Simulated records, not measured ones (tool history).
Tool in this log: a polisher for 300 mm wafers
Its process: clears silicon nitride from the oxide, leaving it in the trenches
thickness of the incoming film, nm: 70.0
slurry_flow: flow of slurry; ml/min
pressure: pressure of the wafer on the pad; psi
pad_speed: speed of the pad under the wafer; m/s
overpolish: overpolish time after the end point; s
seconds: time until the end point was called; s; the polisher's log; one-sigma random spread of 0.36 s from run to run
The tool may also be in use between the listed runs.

| run | hour | slurry_flow | pressure | pad_speed | overpolish | seconds |
|---|---|---|---|---|---|---|
| 1 | 0.0 | 165 | 3.4 | 0.84 | 11 | 72.016 |
| 2 | 1.7 | 165 | 3.4 | 0.72 | 11 | 84.018 |
| 3 | 3.8 | 165 | 3.4 | 0.72 | 11 | 83.909 |
| 4 | 4.5 | 165 | 3.4 | 0.62 | 11 | 97.512 |
| 5 | 10.3 | 165 | 3.4 | 0.62 | 11 | 97.164 |
| 6 | 14.9 | 170 | 3.6 | 0.64 | 11 | 89.035 |
| 7 | 20.0 | 170 | 3.8 | 0.66 | 11 | 81.133 |
| 8 | 28.9 | 170 | 4.0 | 0.68 | 11 | 74.994 |
| 9 | 33.8 | 170 | 4.0 | 0.68 | 11 | 74.882 |
| 10 | 39.1 | 170 | 4.1 | 0.70 | 11 | 71.764 |

The next listed run, before its measurement:
| 11 | 40.5 | 200 | 5.1 | 0.92 | 11 | ? |

{"run 11": {"seconds": 43.49}}

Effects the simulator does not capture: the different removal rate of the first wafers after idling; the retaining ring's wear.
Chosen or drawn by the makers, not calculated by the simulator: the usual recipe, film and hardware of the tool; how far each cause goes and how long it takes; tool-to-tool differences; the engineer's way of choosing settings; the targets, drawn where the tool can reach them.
